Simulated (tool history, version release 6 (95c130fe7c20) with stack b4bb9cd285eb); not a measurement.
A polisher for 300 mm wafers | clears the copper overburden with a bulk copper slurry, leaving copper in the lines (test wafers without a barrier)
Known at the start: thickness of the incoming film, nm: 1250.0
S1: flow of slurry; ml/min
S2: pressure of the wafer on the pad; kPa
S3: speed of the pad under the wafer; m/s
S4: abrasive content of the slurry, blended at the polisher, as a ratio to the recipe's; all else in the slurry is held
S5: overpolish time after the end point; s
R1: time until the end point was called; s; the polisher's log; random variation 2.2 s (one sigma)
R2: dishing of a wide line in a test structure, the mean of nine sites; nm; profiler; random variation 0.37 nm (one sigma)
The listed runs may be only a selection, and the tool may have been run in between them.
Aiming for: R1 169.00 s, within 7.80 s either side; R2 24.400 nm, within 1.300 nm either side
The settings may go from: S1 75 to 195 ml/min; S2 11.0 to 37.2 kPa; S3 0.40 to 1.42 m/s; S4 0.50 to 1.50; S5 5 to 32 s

Run 1, hour 0.0: S1 125 ml/min, S2 24.1 kPa, S3 0.90 m/s, S4 1.00, S5 16 s. Result: R1 129.61 s, R2 76.063 nm.
Run 2, hour 4.6: S1 125 ml/min, S2 22.8 kPa, S3 0.90 m/s, S4 1.00, S5 15 s. Result: R1 134.09 s, R2 71.289 nm.
Run 3, hour 9.7: S1 125 ml/min, S2 21.4 kPa, S3 0.90 m/s, S4 1.00, S5 14 s. Result: R1 140.87 s, R2 64.875 nm.
Run 4, hour 11.6: S1 125 ml/min, S2 21.4 kPa, S3 0.68 m/s, S4 1.00, S5 14 s. Result: R1 183.59 s, R2 52.185 nm.
Run 5, hour 19.8: S1 125 ml/min, S2 21.4 kPa, S3 0.68 m/s, S4 1.00, S5 20 s. Result: R1 182.05 s, R2 69.840 nm.
Run 6, hour 24.4: S1 125 ml/min, S2 15.9 kPa, S3 0.68 m/s, S4 1.00, S5 20 s. Result: R1 233.60 s, R2 57.931 nm.
Run 7, hour 33.3: S1 135 ml/min, S2 16.5 kPa, S3 0.66 m/s, S4 1.05, S5 18 s. Result: R1 224.43 s, R2 53.581 nm.
Run 8, hour 38.4: S1 170 ml/min, S2 11.0 kPa, S3 0.84 m/s, S4 1.30, S5 10 s. Result: R1 222.15 s, R2 33.892 nm.
Run 9, hour 41.0: S1 175 ml/min, S2 11.0 kPa, S3 0.86 m/s, S4 1.30, S5 9 s. Result: R1 218.26 s, R2 30.924 nm.
Run 10, hour 46.2: S1 175 ml/min, S2 11.0 kPa, S3 0.88 m/s, S4 1.30, S5 9 s. Result: R1 211.90 s, R2 31.932 nm.
Run 11, hour 54.2: S1 175 ml/min, S2 11.0 kPa, S3 0.90 m/s, S4 1.30, S5 9 s. Result: R1 205.24 s, R2 32.038 nm.
Run 12, hour 57.3: S1 175 ml/min, S2 11.0 kPa, S3 0.92 m/s, S4 1.30, S5 9 s. Result: R1 204.73 s, R2 33.723 nm.
Run 13, hour 65.7: S1 175 ml/min, S2 11.7 kPa, S3 0.88 m/s, S4 1.30, S5 9 s. Result: R1 197.98 s, R2 33.889 nm.
Run 14, hour 70.4: S1 185 ml/min, S2 11.0 kPa, S3 0.88 m/s, S4 1.40, S5 7 s. Result: R1 210.64 s, R2 27.483 nm.
Run 15, hour 77.9: S1 185 ml/min, S2 11.7 kPa, S3 0.86 m/s, S4 1.40, S5 7 s. Result: R1 203.49 s, R2 27.833 nm.
Run 16, hour 79.6: S1 185 ml/min, S2 12.4 kPa, S3 0.84 m/s, S4 1.40, S5 7 s. Result: R1 202.89 s, R2 28.678 nm.
Run 17, hour 86.5: S1 185 ml/min, S2 12.4 kPa, S3 0.86 m/s, S4 1.40, S5 7 s. Result: R1 194.13 s, R2 28.213 nm.
Run 18, hour 87.7: S1 185 ml/min, S2 13.1 kPa, S3 0.84 m/s, S4 1.40, S5 7 s. Result: R1 190.51 s, R2 28.984 nm.
Run 19, hour 89.9: S1 170 ml/min, S2 11.0 kPa, S3 1.08 m/s, S4 1.20, S5 5 s. Result: R1 184.92 s, R2 23.713 nm.

Which single option among these 4 for the next run brings every result within its allowed miss of target? Just one does.
Run A, hour 92.1: S1 170 ml/min, S2 11.0 kPa, S3 1.02 m/s, S4 1.15, S5 5 s. Result: R1 ?, R2 ?.
Run B, hour 92.1: S1 150 ml/min, S2 17.2 kPa, S3 0.74 m/s, S4 1.20, S5 5 s. Result: R1 ?, R2 ?.
Run C, hour 92.1: S1 145 ml/min, S2 11.0 kPa, S3 1.20 m/s, S4 1.15, S5 5 s. Result: R1 ?, R2 ?.
Run D, hour 92.1: S1 185 ml/min, S2 11.0 kPa, S3 1.04 m/s, S4 1.05, S5 5 s. Result: R1 ?, R2 ?.

move      R1      R2
   A  190.03  21.928
   B  187.77  22.418
   C  166.99  24.589
   D  188.07  22.131
A: its largest miss is bigger than the last run's
B: its largest miss is bigger than the last run's
C: in spec on every target
D: its largest miss is bigger than the last run's
Move C is the one to make.
